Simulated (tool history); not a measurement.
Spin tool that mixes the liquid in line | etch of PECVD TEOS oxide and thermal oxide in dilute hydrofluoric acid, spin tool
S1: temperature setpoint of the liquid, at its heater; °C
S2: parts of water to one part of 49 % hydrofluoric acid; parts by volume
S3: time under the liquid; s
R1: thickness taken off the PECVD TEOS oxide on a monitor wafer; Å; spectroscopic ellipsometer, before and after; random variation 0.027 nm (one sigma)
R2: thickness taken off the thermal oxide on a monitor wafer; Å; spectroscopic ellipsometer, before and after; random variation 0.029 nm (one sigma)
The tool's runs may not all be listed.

run	hour	S1	S2	S3	R1	R2
1	0	20	150	180	100.1	47.729
2	2.5	18.5	150	180	93.932	45.413
3	3.5	18	160	180	85.609	41.667
4	10.4	17	160	180	82.29	40.186
5	18.7	17	160	180	82.306	40.024
6	22.9	19	160	180	89.405	44.071
7	29.4	18.5	165	180	84.073	41.452
8	31.9	18	170	180	79.981	38.842
9	37.1	17.5	175	180	75.339	36.611

The next listed run, before its measurement:
10	37.7	17	180	180	?	?

R1: 71.522 Å
R2: 34.489 Å

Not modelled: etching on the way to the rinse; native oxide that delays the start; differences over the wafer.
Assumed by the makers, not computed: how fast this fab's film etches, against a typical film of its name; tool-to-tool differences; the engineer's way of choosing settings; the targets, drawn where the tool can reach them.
